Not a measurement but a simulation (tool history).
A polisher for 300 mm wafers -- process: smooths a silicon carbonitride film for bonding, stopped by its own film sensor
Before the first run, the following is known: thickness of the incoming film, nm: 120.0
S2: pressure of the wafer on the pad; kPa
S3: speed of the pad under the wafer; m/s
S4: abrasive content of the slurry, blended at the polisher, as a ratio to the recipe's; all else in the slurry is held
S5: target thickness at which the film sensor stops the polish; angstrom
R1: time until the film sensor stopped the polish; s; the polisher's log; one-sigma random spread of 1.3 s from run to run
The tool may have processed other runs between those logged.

{"run": 1, "hour": 0.0, "flow of slurry (ml/min)": 155, "S2": 15.9, "S3": 0.86, "S4": 1, "S5": 1060, "R1": 49.079}
{"run": 2, "hour": 8.8, "flow of slurry (ml/min)": 155, "S2": 13.8, "S3": 0.84, "S4": 1, "S5": 1060, "R1": 58.016}
{"run": 3, "hour": 17.4, "flow of slurry (ml/min)": 185, "S2": 13.8, "S3": 0.84, "S4": 1, "S5": 1060, "R1": 54.616}
{"run": 4, "hour": 25.0, "flow of slurry (ml/min)": 175, "S2": 11.7, "S3": 0.82, "S4": 1, "S5": 1060, "R1": 65.338}
{"run": 5, "hour": 28.0, "flow of slurry (ml/min)": 210, "S2": 11.7, "S3": 0.82, "S4": 1, "S5": 1060, "R1": 63.532}
{"run": 6, "hour": 33.8, "flow of slurry (ml/min)": 210, "S2": 10.3, "S3": 0.8, "S4": 1, "S5": 1060, "R1": 73.782}
{"run": 7, "hour": 40.5, "flow of slurry (ml/min)": 210, "S2": 9.7, "S3": 0.8, "S4": 1, "S5": 1060, "R1": 76.959}
{"run": 8, "hour": 45.3, "flow of slurry (ml/min)": 210, "S2": 9, "S3": 0.8, "S4": 1, "S5": 1060, "R1": 85.403}
{"run": 9, "hour": 50.1, "flow of slurry (ml/min)": 205, "S2": 9, "S3": 0.8, "S4": 1, "S5": 1060, "R1": 85.752}
{"run": 10, "hour": 55.3, "flow of slurry (ml/min)": 205, "S2": 9, "S3": 0.8, "S4": 1, "S5": 1060, "R1": 85.096}

Run 11 comes next. What will it give?
{"run": 11, "hour": 63.1, "flow of slurry (ml/min)": 200, "S2": 9, "S3": 0.8, "S4": 1, "S5": 1060, "R1": "?"}

{"run 11": {"R1": 84.09}}
